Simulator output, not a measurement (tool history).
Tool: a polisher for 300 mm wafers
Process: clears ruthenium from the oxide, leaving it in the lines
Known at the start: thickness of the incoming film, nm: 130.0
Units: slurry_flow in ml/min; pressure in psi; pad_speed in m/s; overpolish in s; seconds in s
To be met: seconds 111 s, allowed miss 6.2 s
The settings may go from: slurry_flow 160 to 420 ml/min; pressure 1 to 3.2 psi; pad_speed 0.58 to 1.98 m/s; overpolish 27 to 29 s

run	hour	slurry_flow	pressure	pad_speed	overpolish	seconds
1	0	270	2.1	1.28	27	85.087
2	3.9	320	2.1	1.28	27	80.639
3	7.8	310	1.9	1.26	27	87.813
4	15.4	310	1.9	1.42	27	78.482
5	17.6	280	1.9	1.42	27	80.876
6	18.6	270	1.7	1.4	27	94.065
7	20.1	255	1.6	1.4	27	99.021
8	28.8	245	1.6	1.4	27	95.103
9	29.7	245	1.5	1.4	27	103.21
10	32.4	240	1.5	1.4	27	102.84
11	36.6	235	1.5	1.4	27	100.66

5 next moves are on the table. One of them brings every result within its allowed miss. Which?
A	40.8	185	1.4	1.76	27	?
B	40.8	385	1.1	1.98	28	?
C	40.8	230	1.8	1.28	29	?
D	40.8	350	1.7	1.12	27	?
E	40.8	320	1.5	1.48	27	?

move	seconds
A	94.703
B	99.078
C	98.45
D	113.13
E	99.277
A: further off than the last run
B: further off than the last run
C: further off than the last run
D: meets every target
E: further off than the last run
The right move is D.

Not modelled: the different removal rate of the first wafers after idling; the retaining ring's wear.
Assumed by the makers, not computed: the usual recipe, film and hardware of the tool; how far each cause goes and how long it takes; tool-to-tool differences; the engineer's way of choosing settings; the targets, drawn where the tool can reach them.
